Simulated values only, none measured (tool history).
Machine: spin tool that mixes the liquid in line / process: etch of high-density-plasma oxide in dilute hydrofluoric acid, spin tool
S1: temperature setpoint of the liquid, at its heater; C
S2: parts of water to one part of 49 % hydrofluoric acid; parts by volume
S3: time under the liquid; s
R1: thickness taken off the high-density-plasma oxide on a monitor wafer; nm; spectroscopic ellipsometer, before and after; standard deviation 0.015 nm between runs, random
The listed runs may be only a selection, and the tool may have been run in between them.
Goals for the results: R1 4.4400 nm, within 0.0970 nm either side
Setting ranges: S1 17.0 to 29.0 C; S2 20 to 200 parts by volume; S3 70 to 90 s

{"run": 1, "day": 0.0, "S1": 21.0, "S2": 110, "S3": 90, "R1": 7.0594}
{"run": 2, "day": 0.225, "S1": 21.0, "S2": 110, "S3": 70, "R1": 5.4669}
{"run": 3, "day": 0.496, "S1": 20.0, "S2": 110, "S3": 70, "R1": 5.2233}
{"run": 4, "day": 0.775, "S1": 23.5, "S2": 110, "S3": 70, "R1": 6.0129}
{"run": 5, "day": 0.904, "S1": 21.5, "S2": 115, "S3": 70, "R1": 5.3086}
{"run": 6, "day": 1.025, "S1": 24.5, "S2": 115, "S3": 70, "R1": 5.9435}
{"run": 7, "day": 1.054, "S1": 22.5, "S2": 115, "S3": 70, "R1": 5.4836}
{"run": 8, "day": 1.312, "S1": 21.0, "S2": 115, "S3": 70, "R1": 5.1859}
{"run": 9, "day": 1.588, "S1": 20.0, "S2": 115, "S3": 70, "R1": 5.0177}
{"run": 10, "day": 1.671, "S1": 19.0, "S2": 115, "S3": 70, "R1": 4.8208}
{"run": 11, "day": 1.996, "S1": 18.5, "S2": 115, "S3": 70, "R1": 4.6988}
{"day": 2.271, "done": "hydrofluoric acid flow meter replaced"}
{"run": 12, "day": 2.271, "S1": 18.0, "S2": 115, "S3": 70, "R1": 4.1407}
{"run": 13, "day": 2.55, "S1": 18.5, "S2": 115, "S3": 70, "R1": 4.217}
{"run": 14, "day": 2.646, "S1": 19.0, "S2": 115, "S3": 70, "R1": 4.2954}

5 candidate next runs follow, results not yet known. Just one meets every target within its allowed miss. Identify it.
{"run": "A", "day": 2.742, "S1": 19.5, "S2": 130, "S3": 75, "R1": "?"}
{"run": "B", "day": 2.742, "S1": 18.5, "S2": 135, "S3": 85, "R1": "?"}
{"run": "C", "day": 2.742, "S1": 19.0, "S2": 130, "S3": 80, "R1": "?"}
{"run": "D", "day": 2.742, "S1": 18.5, "S2": 130, "S3": 80, "R1": "?"}
{"run": "E", "day": 2.742, "S1": 20.0, "S2": 130, "S3": 80, "R1": "?"}

move=A R1=4.1006
move=B R1=4.2748
move=C R1=4.2861
move=D R1=4.1996
move=E R1=4.4632
A: its largest miss is bigger than the last run's
B: its largest miss is bigger than the last run's
C: its largest miss is bigger than the last run's
D: its largest miss is bigger than the last run's
E: all results land within tolerance of their targets
E meets every target.
